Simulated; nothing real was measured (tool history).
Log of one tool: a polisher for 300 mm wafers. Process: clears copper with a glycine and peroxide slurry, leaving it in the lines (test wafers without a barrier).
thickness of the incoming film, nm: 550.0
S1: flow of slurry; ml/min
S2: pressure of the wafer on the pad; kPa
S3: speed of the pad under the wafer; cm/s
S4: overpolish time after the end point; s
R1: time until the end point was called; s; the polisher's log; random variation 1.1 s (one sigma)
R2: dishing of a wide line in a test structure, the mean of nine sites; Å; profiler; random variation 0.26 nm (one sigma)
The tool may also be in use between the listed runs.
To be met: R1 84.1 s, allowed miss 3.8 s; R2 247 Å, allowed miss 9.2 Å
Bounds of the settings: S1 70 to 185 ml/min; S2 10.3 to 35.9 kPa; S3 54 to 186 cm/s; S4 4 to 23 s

run	hour	S1	S2	S3	S4	R1	R2
1	0	120	22.8	118	12	76.662	584.27
2	2.4	120	22.8	108	12	79.401	550.47
3	8.3	140	22.8	94	10	85.611	457.96
4	11.8	140	22.8	82	10	90.611	427.29
5	18.5	140	22.8	68	10	101.02	391.08
6	25.5	150	23.4	64	8	100.26	317.27
7	32.4	155	24.8	62	7	98.191	289.05
8	34.7	180	31	58	4	88.396	195.88
9	40.7	150	31.7	64	4	85.931	197.1
10	41.6	150	30.3	70	4	82.953	202.66
11	46.9	150	29	74	4	82.183	207.57
12	54.4	150	27.6	78	4	82.13	202.89
13	58.5	150	26.9	80	4	84.717	202.3
14	60.5	150	26.9	80	4	84.697	202.77
# hour 63.6: worn pad replaced by a new one
15	63.6	150	26.2	82	4	75.355	216.89
16	68.8	150	25.5	80	4	78.172	218.71
17	76.3	150	24.1	78	4	81.421	206.07

4 next moves are on the table. One of them brings every result within its allowed miss. Which?
A	83.8	175	25.5	76	5	?	?
B	83.8	135	17.9	90	6	?	?
C	83.8	150	25.5	86	5	?	?
D	83.8	160	26.2	66	5	?	?

move	R1	R2
A	78.887	266.48
B	89.654	278.44
C	75.566	277.03
D	84.812	249.48
A: takes the result that was furthest off past its target
B: takes the result that was furthest off past its target
C: takes the result that was furthest off past its target
D: meets every target
The right move is D.
